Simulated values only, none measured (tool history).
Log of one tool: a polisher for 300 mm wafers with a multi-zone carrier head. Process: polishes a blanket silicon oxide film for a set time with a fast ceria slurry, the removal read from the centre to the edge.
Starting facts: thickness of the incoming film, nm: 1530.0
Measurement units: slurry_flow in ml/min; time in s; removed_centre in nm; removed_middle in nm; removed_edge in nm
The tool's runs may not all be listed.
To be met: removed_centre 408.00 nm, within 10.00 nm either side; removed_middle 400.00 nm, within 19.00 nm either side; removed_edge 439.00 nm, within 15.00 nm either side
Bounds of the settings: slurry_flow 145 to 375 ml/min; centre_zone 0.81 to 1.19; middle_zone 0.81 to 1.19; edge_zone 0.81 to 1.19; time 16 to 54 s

run	hour	slurry_flow	centre_zone	middle_zone	edge_zone	time	removed_centre	removed_middle	removed_edge
1	0.0	240	1.00	1.00	1.00	35	588.82	610.50	597.41
2	8.9	190	1.00	1.00	1.00	35	563.47	588.20	579.53
3	17.4	185	0.99	0.97	0.99	34	551.12	553.19	561.17
4	21.7	180	0.97	0.95	0.98	33	521.70	527.37	546.22
5	27.6	180	0.97	0.95	0.91	33	523.36	513.36	533.27
6	34.6	180	0.96	0.94	0.90	32	493.36	499.55	513.77
7	36.5	175	0.95	0.93	0.89	31	473.59	479.02	491.33
8	44.4	175	0.94	0.91	0.88	31	473.67	464.87	496.70
9	52.5	175	0.90	0.88	0.84	26	378.70	387.99	407.41
10	61.0	180	0.91	0.88	0.86	26	383.38	385.72	406.56

Pick the move, out of 4, that brings all results within their allowed miss; only one does.
A	69.5	175	0.93	0.88	0.92	24	?	?	?
B	69.5	210	0.84	0.86	0.95	26	?	?	?
C	69.5	250	1.01	1.08	0.81	24	?	?	?
D	69.5	145	0.89	0.82	0.81	29	?	?	?

move	removed_centre	removed_middle	removed_edge
A	359.41	353.05	381.77
B	358.36	382.16	424.19
C	406.07	433.56	373.30
D	406.34	394.96	435.15
A: the biggest miss grows against the last run
B: the biggest miss grows against the last run
C: the worst result of the last run now meets its target, but another is out of spec
D: hits every target within its allowed miss
The move that meets every target is D.
